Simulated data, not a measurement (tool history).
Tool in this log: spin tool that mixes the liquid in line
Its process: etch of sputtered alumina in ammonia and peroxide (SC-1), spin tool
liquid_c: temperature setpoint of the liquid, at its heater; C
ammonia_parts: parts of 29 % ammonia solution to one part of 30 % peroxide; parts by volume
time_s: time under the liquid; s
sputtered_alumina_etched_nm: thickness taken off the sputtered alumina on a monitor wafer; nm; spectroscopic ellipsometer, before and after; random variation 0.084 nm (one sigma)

run,hour,liquid_c,ammonia_parts,time_s,sputtered_alumina_etched_nm
1,0,49,0.4,320,20.354
2,4.4,47.5,0.4,320,18.622
3,9.5,46.5,0.4,320,17.733
4,12.5,46.5,0.4,320,17.617
5,17.4,45.5,0.4,320,16.652
6,22.9,52,0.4,320,24.331
7,31.1,50.5,0.4,320,22.055
8,35.4,49,0.4,320,20.601
9,39.4,47.5,0.4,320,19.088
10,40.1,46.5,0.4,320,17.703
11,43.9,46.5,0.4,320,17.503
12,47.8,45.5,0.4,320,16.663

Run 13, settings as shown, results not yet in. Your forecast:
13,54.3,44.5,0.4,320,?

{"run 13": {"sputtered_alumina_etched_nm": 15.707}}
